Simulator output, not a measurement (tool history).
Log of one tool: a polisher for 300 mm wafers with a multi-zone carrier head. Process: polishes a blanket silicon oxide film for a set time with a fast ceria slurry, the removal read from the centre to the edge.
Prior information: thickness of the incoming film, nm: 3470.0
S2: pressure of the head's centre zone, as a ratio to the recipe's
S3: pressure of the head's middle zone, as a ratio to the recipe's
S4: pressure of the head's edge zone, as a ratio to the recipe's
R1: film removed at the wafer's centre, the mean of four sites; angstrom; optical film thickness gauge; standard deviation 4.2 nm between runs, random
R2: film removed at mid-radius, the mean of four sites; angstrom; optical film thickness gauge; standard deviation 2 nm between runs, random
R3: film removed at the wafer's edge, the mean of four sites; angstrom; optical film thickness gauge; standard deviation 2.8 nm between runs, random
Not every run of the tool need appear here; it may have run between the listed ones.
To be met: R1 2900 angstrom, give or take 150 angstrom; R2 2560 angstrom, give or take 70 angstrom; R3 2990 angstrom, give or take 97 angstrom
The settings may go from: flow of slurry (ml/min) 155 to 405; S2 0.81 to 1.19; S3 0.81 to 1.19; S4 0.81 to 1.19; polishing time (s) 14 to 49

Run 1, hour 0: flow of slurry (ml/min) 260, S2 1, S3 1, S4 1, polishing time (s) 31. Result: R1 3755.1 angstrom, R2 3676.8 angstrom, R3 3737.8 angstrom.
Run 2, hour 7.8: flow of slurry (ml/min) 250, S2 0.99, S3 0.95, S4 0.99, polishing time (s) 29. Result: R1 3370.2 angstrom, R2 3285.3 angstrom, R3 3490.9 angstrom.
Run 3, hour 14.7: flow of slurry (ml/min) 250, S2 0.99, S3 0.95, S4 0.99, polishing time (s) 24. Result: R1 2932.5 angstrom, R2 2725.7 angstrom, R3 2848.6 angstrom.
Run 4, hour 17: flow of slurry (ml/min) 245, S2 0.99, S3 0.93, S4 1.01, polishing time (s) 24. Result: R1 2810.2 angstrom, R2 2677.2 angstrom, R3 2891.7 angstrom.
At hour 25.5: edge zone pressure recalibrated.
Run 5, hour 25.5: flow of slurry (ml/min) 245, S2 0.99, S3 0.93, S4 1.08, polishing time (s) 24. Result: R1 2867.9 angstrom, R2 2673.3 angstrom, R3 2923.3 angstrom.
Run 6, hour 33.6: flow of slurry (ml/min) 245, S2 0.99, S3 0.93, S4 1.08, polishing time (s) 20. Result: R1 2295.6 angstrom, R2 2219.7 angstrom, R3 2381.8 angstrom.
Run 7, hour 42.3: flow of slurry (ml/min) 245, S2 0.99, S3 0.91, S4 1.08, polishing time (s) 21. Result: R1 2414.9 angstrom, R2 2300.6 angstrom, R3 2544.1 angstrom.
Run 8, hour 49.6: flow of slurry (ml/min) 245, S2 1, S3 0.9, S4 1.08, polishing time (s) 22. Result: R1 2627 angstrom, R2 2401.1 angstrom, R3 2653.2 angstrom.
Run 9, hour 52.4: flow of slurry (ml/min) 250, S2 1, S3 0.88, S4 1.09, polishing time (s) 23. Result: R1 2716.1 angstrom, R2 2434.3 angstrom, R3 2803.4 angstrom.
Run 10, hour 61.3: flow of slurry (ml/min) 255, S2 1, S3 0.88, S4 1.09, polishing time (s) 23. Result: R1 2717.1 angstrom, R2 2457.1 angstrom, R3 2810.3 angstrom.
Run 11, hour 66.8: flow of slurry (ml/min) 255, S2 1, S3 0.88, S4 1.09, polishing time (s) 23. Result: R1 2822.2 angstrom, R2 2475.1 angstrom, R3 2784.8 angstrom.

Which one of the following 5 next-run settings gets every result inside its allowed miss? There is exactly one.
Run A, hour 72.3: flow of slurry (ml/min) 245, S2 0.96, S3 0.91, S4 1.07, polishing time (s) 23. Result: R1 ?, R2 ?, R3 ?.
Run B, hour 72.3: flow of slurry (ml/min) 250, S2 0.98, S3 0.88, S4 1.12, polishing time (s) 23. Result: R1 ?, R2 ?, R3 ?.
Run C, hour 72.3: flow of slurry (ml/min) 315, S2 1.04, S3 0.81, S4 1.06, polishing time (s) 24. Result: R1 ?, R2 ?, R3 ?.
Run D, hour 72.3: flow of slurry (ml/min) 185, S2 0.9, S3 0.93, S4 1.02, polishing time (s) 24. Result: R1 ?, R2 ?, R3 ?.
Run E, hour 72.3: flow of slurry (ml/min) 275, S2 0.97, S3 0.83, S4 1.05, polishing time (s) 25. Result: R1 ?, R2 ?, R3 ?.

move      R1      R2      R3
   A  2683.9  2517.2  2781.2
   B  2745.3  2458.7  2835.2
   C  3106.4  2459.8  2942.8
   D  2545.6  2598.7  2792.4
   E  2979.9  2580.7    3028
A: no nearer and no further than the last run
B: better than the last run, though not everything is in spec
C: brings the last run's worst result on target, with another outside its allowed miss
D: misses by more than the last run did
E: hits every target within its allowed miss
The move that meets every target is E.

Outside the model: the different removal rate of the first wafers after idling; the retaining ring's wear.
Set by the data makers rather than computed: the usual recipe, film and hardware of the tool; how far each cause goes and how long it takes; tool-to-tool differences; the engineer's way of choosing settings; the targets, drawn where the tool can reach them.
